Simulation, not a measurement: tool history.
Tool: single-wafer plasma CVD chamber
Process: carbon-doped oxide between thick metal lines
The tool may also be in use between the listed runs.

run    day  heater temperature setpoint (°C)  chamber pressure (Torr)  RF power (W)  deposition time (s)  mean film thickness on the monitor wafer (nm)
  1      0                               325                     6.97           440                  198                                         1152.8
  2  0.196                               324                     7.01           445                  198                                           1167
  3  0.529                               324                     7.76           445                  198                                         1180.3
  4  0.675                               316                     7.76           445                  198                                         1206.3
  5  1.004                               323                     7.76           445                  198                                         1176.5
  6  1.029                               323                     7.76           445                  189                                         1124.1

The next listed run, before its measurement:
  7  1.233                               322                     7.78           450                  189                                              ?

mean film thickness on the monitor wafer (nm): 1138.7
